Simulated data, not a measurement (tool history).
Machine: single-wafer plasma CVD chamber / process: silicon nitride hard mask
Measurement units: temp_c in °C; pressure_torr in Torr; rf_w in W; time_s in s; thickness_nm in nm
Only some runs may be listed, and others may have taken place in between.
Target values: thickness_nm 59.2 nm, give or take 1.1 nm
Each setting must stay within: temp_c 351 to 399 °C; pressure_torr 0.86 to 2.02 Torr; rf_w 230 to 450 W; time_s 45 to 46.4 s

Run 1, hour 0: temp_c 375 °C, pressure_torr 1.44 Torr, rf_w 340 W, time_s 45 s. Result: thickness_nm 54.599 nm.
Run 2, hour 8.6: temp_c 384 °C, pressure_torr 1.44 Torr, rf_w 340 W, time_s 45 s. Result: thickness_nm 54.25 nm.
Run 3, hour 9.3: temp_c 394 °C, pressure_torr 1.44 Torr, rf_w 340 W, time_s 45 s. Result: thickness_nm 54.191 nm.
Run 4, hour 12: temp_c 394 °C, pressure_torr 1.49 Torr, rf_w 340 W, time_s 45 s. Result: thickness_nm 54.164 nm.
Run 5, hour 16.6: temp_c 399 °C, pressure_torr 1.49 Torr, rf_w 340 W, time_s 45 s. Result: thickness_nm 54.497 nm.
Run 6, hour 23.3: temp_c 399 °C, pressure_torr 1.54 Torr, rf_w 340 W, time_s 45 s. Result: thickness_nm 54.875 nm.
Run 7, hour 25.8: temp_c 399 °C, pressure_torr 1.59 Torr, rf_w 340 W, time_s 45 s. Result: thickness_nm 54.971 nm.
Run 8, hour 33: temp_c 399 °C, pressure_torr 1.62 Torr, rf_w 345 W, time_s 45 s. Result: thickness_nm 56.085 nm.
Run 9, hour 36.7: temp_c 399 °C, pressure_torr 1.65 Torr, rf_w 345 W, time_s 45 s. Result: thickness_nm 56.473 nm.

Which of these 4 next moves meets every target?
Run A, hour 40.4: temp_c 399 °C, pressure_torr 1.73 Torr, rf_w 355 W, time_s 45.8 s. Result: thickness_nm ?.
Run B, hour 40.4: temp_c 395 °C, pressure_torr 1.82 Torr, rf_w 335 W, time_s 46.3 s. Result: thickness_nm ?.
Run C, hour 40.4: temp_c 399 °C, pressure_torr 1.72 Torr, rf_w 360 W, time_s 46.4 s. Result: thickness_nm ?.
Run D, hour 40.4: temp_c 399 °C, pressure_torr 1.68 Torr, rf_w 335 W, time_s 46.4 s. Result: thickness_nm ?.

move  thickness_nm
   A        59.037
   B         57.21
   C        60.505
   D        56.396
A: all results in spec
B: gains on the last run, yet a result remains outside its allowed miss
C: moves the result that the last run missed by most past its target, out the other side
D: neither nearer nor further off than the last run
A is the move that brings every result within its allowed miss.

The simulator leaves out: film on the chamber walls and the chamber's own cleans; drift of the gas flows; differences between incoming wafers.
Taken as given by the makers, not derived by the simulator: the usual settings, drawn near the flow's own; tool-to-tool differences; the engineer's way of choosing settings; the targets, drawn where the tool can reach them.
